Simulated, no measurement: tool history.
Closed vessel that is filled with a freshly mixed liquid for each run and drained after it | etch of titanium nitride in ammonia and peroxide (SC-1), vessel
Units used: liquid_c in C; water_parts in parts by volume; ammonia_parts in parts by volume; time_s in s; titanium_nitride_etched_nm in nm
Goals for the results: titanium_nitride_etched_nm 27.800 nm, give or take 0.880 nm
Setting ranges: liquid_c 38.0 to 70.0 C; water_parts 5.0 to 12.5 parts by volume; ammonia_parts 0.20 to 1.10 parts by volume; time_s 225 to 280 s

Run 1, hour 0.0: liquid_c 54.0 C, water_parts 7.0 parts by volume, ammonia_parts 0.60 parts by volume, time_s 280 s. Result: titanium_nitride_etched_nm 18.795 nm.
Run 2, hour 6.7: liquid_c 54.0 C, water_parts 9.5 parts by volume, ammonia_parts 0.60 parts by volume, time_s 280 s. Result: titanium_nitride_etched_nm 16.167 nm.
Run 3, hour 12.4: liquid_c 55.5 C, water_parts 9.5 parts by volume, ammonia_parts 0.60 parts by volume, time_s 280 s. Result: titanium_nitride_etched_nm 17.742 nm.
Run 4, hour 20.7: liquid_c 56.5 C, water_parts 9.5 parts by volume, ammonia_parts 0.60 parts by volume, time_s 280 s. Result: titanium_nitride_etched_nm 18.942 nm.
At hour 23.4: thermometer replaced.
Run 5, hour 23.4: liquid_c 57.5 C, water_parts 9.5 parts by volume, ammonia_parts 0.60 parts by volume, time_s 280 s. Result: titanium_nitride_etched_nm 17.599 nm.
Run 6, hour 25.2: liquid_c 59.5 C, water_parts 9.0 parts by volume, ammonia_parts 0.60 parts by volume, time_s 280 s. Result: titanium_nitride_etched_nm 20.844 nm.
Run 7, hour 29.4: liquid_c 61.0 C, water_parts 9.0 parts by volume, ammonia_parts 0.60 parts by volume, time_s 280 s. Result: titanium_nitride_etched_nm 22.673 nm.
Run 8, hour 30.2: liquid_c 65.0 C, water_parts 9.0 parts by volume, ammonia_parts 0.60 parts by volume, time_s 280 s. Result: titanium_nitride_etched_nm 29.206 nm.

Which one of the following 4 next-run settings gets every result inside its allowed miss? There is exactly one.
Run A, hour 31.0: liquid_c 65.0 C, water_parts 9.0 parts by volume, ammonia_parts 0.70 parts by volume, time_s 280 s. Result: titanium_nitride_etched_nm ?.
Run B, hour 31.0: liquid_c 66.0 C, water_parts 9.5 parts by volume, ammonia_parts 0.65 parts by volume, time_s 265 s. Result: titanium_nitride_etched_nm ?.
Run C, hour 31.0: liquid_c 64.0 C, water_parts 8.0 parts by volume, ammonia_parts 0.40 parts by volume, time_s 270 s. Result: titanium_nitride_etched_nm ?.
Run D, hour 31.0: liquid_c 65.5 C, water_parts 7.0 parts by volume, ammonia_parts 0.65 parts by volume, time_s 225 s. Result: titanium_nitride_etched_nm ?.

move  titanium_nitride_etched_nm
   A                      29.904
   B                      28.987
   C                      26.143
   D                      27.767
A: lands further from the targets than the last run did
B: an improvement on the last run, though not all results are within tolerance
C: the result that was furthest off in the last run now lies on the other side of its target
D: hits every target within its allowed miss
Go with D: it meets all targets.
